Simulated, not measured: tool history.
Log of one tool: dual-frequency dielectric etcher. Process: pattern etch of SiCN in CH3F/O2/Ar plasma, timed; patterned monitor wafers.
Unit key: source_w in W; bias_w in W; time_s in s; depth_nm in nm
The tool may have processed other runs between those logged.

Run 1, day 0.000: source_w 320 W, bias_w 84 W, time_s 111.5 s. Result: depth_nm 39.889 nm.
Run 2, day 0.162: source_w 340 W, bias_w 88 W, time_s 112.0 s. Result: depth_nm 42.081 nm.
Run 3, day 0.525: source_w 370 W, bias_w 88 W, time_s 112.0 s. Result: depth_nm 43.678 nm.
Run 4, day 0.671: source_w 380 W, bias_w 90 W, time_s 112.0 s. Result: depth_nm 44.233 nm.
Run 5, day 0.883: source_w 380 W, bias_w 96 W, time_s 112.0 s. Result: depth_nm 45.787 nm.
Run 6, day 1.250: source_w 390 W, bias_w 97 W, time_s 112.0 s. Result: depth_nm 46.785 nm.

Forecast run 7:
Run 7, day 1.342: source_w 390 W, bias_w 97 W, time_s 112.0 s. Result: depth_nm ?.

Run 7 produced depth_nm 46.860 nm.
